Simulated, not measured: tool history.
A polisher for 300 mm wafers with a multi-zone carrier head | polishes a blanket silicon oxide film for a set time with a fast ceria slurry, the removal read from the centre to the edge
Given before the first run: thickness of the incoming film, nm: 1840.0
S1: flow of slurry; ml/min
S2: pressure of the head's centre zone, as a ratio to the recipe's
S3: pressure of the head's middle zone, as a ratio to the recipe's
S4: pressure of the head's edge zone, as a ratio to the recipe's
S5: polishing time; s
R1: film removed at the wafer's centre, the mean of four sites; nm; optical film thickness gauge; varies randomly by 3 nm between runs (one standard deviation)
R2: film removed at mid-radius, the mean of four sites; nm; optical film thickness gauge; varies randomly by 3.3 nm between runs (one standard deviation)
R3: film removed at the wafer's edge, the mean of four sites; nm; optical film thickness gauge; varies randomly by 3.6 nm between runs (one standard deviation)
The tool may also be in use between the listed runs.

run 1 day=0 | S1=290 S2=1 S3=1 S4=1 S5=33 | R1=562.17 R2=579.42 R3=542.76
run 2 day=0.279 | S1=225 S2=1 S3=1 S4=1 S5=33 | R1=550.68 R2=566.79 R3=545.11
run 3 day=0.571 | S1=225 S2=0.92 S3=1 S4=1 S5=33 | R1=502.31 R2=552.45 R3=532.86
run 4 day=0.642 | S1=225 S2=0.95 S3=0.96 S4=0.99 S5=30 | R1=470.63 R2=492.89 R3=488.06
run 5 day=0.675 | S1=225 S2=0.99 S3=0.93 S4=0.98 S5=28 | R1=450.03 R2=439.03 R3=452.1
run 6 day=1.021 | S1=225 S2=0.99 S3=0.93 S4=0.98 S5=22 | R1=361.26 R2=339.14 R3=360.08
run 7 day=1.054 | S1=230 S2=1.01 S3=0.92 S4=0.97 S5=22 | R1=367.28 R2=340.55 R3=359.87

The next listed run, before its measurement:
run 8 day=1.338 | S1=230 S2=1.01 S3=0.92 S4=0.97 S5=22 | R1=? R2=? R3=?

R1: 368.98 nm
R2: 348.62 nm
R3: 348.7 nm
